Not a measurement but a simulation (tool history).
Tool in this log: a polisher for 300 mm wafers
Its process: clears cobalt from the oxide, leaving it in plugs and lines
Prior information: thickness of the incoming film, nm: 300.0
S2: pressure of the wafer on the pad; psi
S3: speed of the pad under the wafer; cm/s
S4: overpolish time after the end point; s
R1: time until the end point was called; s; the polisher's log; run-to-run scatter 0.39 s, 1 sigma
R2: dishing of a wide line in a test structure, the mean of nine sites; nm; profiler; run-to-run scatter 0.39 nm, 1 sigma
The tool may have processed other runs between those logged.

Run 1, day 0: flow of slurry (ml/min) 195, S2 2.1 psi, S3 86 cm/s, S4 12 s. Result: R1 51.014 s, R2 38.101 nm.
Run 2, day 0.175: flow of slurry (ml/min) 195, S2 2.3 psi, S3 86 cm/s, S4 10 s. Result: R1 46.776 s, R2 35.719 nm.
Run 3, day 0.354: flow of slurry (ml/min) 195, S2 2.5 psi, S3 86 cm/s, S4 9 s. Result: R1 44.19 s, R2 35.639 nm.
Run 4, day 0.438: flow of slurry (ml/min) 195, S2 2.5 psi, S3 92 cm/s, S4 8 s. Result: R1 40.603 s, R2 33.819 nm.
Run 5, day 0.75: flow of slurry (ml/min) 190, S2 2.4 psi, S3 102 cm/s, S4 7 s. Result: R1 38.342 s, R2 32.422 nm.
Run 6, day 0.829: flow of slurry (ml/min) 190, S2 2.4 psi, S3 102 cm/s, S4 4 s. Result: R1 38.749 s, R2 21.213 nm.
Run 7, day 0.933: flow of slurry (ml/min) 190, S2 2.4 psi, S3 106 cm/s, S4 4 s. Result: R1 36.96 s, R2 21.69 nm.

Run 8 is up next; what results do you expect?
Run 8, day 1.025: flow of slurry (ml/min) 190, S2 2.5 psi, S3 108 cm/s, S4 4 s. Result: R1 ?, R2 ?.

Logged for run 8: R1 35.429 s, R2 22.529 nm.
